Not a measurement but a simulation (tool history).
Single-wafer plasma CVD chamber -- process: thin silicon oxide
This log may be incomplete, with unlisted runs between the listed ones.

run,hour,heater temperature setpoint (K),chamber pressure (Torr),RF power (W),deposition time (s),mean film thickness on the monitor wafer (nm)
1,0,688.15,0.821,285,9.1,17.581
2,4.4,698.15,0.821,285,9.1,17.435
3,6.7,698.15,0.821,265,9.1,16.777
4,14.1,698.15,0.724,260,9.1,15.145
5,19,698.15,0.724,260,9.38,15.722
6,24.3,698.15,0.658,245,9.31,14.004
7,31.7,698.15,0.611,240,9.29,13.205
8,40.3,698.15,0.577,235,9.27,12.216

Run 9 has not been measured yet. What should we expect?
9,44.5,698.15,0.559,235,9.27,?

mean film thickness on the monitor wafer (nm): 11.897
